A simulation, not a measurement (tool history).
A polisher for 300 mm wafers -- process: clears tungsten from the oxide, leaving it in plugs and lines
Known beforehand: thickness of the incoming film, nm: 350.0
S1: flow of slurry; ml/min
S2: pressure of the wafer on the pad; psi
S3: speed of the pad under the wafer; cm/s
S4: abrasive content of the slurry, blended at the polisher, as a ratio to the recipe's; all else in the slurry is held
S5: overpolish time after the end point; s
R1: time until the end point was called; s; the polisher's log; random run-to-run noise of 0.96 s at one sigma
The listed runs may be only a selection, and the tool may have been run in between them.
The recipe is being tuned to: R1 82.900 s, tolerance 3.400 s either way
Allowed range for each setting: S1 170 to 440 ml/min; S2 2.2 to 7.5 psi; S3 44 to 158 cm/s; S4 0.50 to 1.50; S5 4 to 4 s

| run | hour | S1 | S2 | S3 | S4 | S5 | R1 |
|---|---|---|---|---|---|---|---|
| 1 | 0.0 | 280 | 4.8 | 100 | 1.00 | 4 | 52.774 |
| 2 | 0.7 | 230 | 4.8 | 100 | 1.00 | 4 | 51.884 |
| 3 | 4.4 | 230 | 4.5 | 100 | 1.00 | 4 | 56.659 |
| 4 | 6.7 | 230 | 4.3 | 100 | 1.00 | 4 | 59.453 |
| 5 | 13.1 | 230 | 4.1 | 100 | 1.00 | 4 | 60.704 |
| 6 | 21.5 | 230 | 4.1 | 100 | 1.00 | 4 | 60.251 |
| 7 | 22.3 | 230 | 4.1 | 100 | 1.00 | 4 | 62.207 |
| 8 | 28.8 | 230 | 3.9 | 100 | 1.00 | 4 | 65.303 |
| 9 | 37.2 | 230 | 3.8 | 100 | 1.00 | 4 | 65.904 |
| 10 | 44.3 | 230 | 3.8 | 100 | 1.00 | 4 | 63.902 |
| 11 | 46.2 | 230 | 2.4 | 98 | 1.00 | 4 | 103.580 |
| 12 | 54.2 | 230 | 2.5 | 98 | 1.00 | 4 | 99.729 |
| 13 | 61.0 | 230 | 3.5 | 100 | 1.00 | 4 | 71.735 |
| 14 | 63.6 | 230 | 3.5 | 100 | 1.00 | 4 | 71.260 |
| 15 | 69.0 | 230 | 3.5 | 100 | 1.00 | 4 | 70.161 |
| 16 | 72.0 | 230 | 3.4 | 100 | 1.00 | 4 | 73.879 |
| 17 | 74.5 | 230 | 3.3 | 100 | 1.00 | 4 | 74.414 |
| 18 | 80.3 | 230 | 3.2 | 100 | 1.00 | 4 | 78.902 |

Exercise: of the 4 proposed moves below, exactly one satisfies all targets within the stated allowed misses. Which move is it?
| A | 86.1 | 180 | 3.0 | 118 | 1.00 | 4 | ? |
| B | 86.1 | 245 | 3.5 | 100 | 1.00 | 4 | ? |
| C | 86.1 | 255 | 2.5 | 122 | 0.90 | 4 | ? |
| D | 86.1 | 180 | 3.5 | 96 | 1.15 | 4 | ? |

| move | R1 |
|---|---|
| A | 73.881 |
| B | 72.283 |
| C | 84.431 |
| D | 74.769 |
A: its largest miss is bigger than the last run's
B: its largest miss is bigger than the last run's
C: every result lands within tolerance
D: its largest miss is bigger than the last run's
C is the move that brings every result within its allowed miss.
